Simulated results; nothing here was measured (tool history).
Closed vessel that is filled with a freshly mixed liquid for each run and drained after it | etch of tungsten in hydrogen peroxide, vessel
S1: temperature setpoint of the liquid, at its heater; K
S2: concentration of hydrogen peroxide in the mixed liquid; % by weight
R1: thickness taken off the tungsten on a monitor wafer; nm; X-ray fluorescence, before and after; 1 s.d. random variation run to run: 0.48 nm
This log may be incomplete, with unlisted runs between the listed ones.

Run 1, day 0: S1 324.15 K, S2 21 % by weight, time in the liquid (s) 105. Result: R1 91.575 nm.
Run 2, day 0.221: S1 324.15 K, S2 19.5 % by weight, time in the liquid (s) 105. Result: R1 87.937 nm.
Run 3, day 0.4: S1 325.15 K, S2 19.5 % by weight, time in the liquid (s) 105. Result: R1 94.162 nm.
Run 4, day 0.467: S1 326.15 K, S2 19.5 % by weight, time in the liquid (s) 105. Result: R1 99.499 nm.
Run 5, day 0.762: S1 326.65 K, S2 19.5 % by weight, time in the liquid (s) 105. Result: R1 102.74 nm.
Run 6, day 1.067: S1 321.65 K, S2 19.5 % by weight, time in the liquid (s) 105. Result: R1 75.538 nm.

What does the tool deliver on the next run?
Run 7, day 1.267: S1 323.65 K, S2 19.5 % by weight, time in the liquid (s) 105. Result: R1 ?.

R1: 85.492 nm
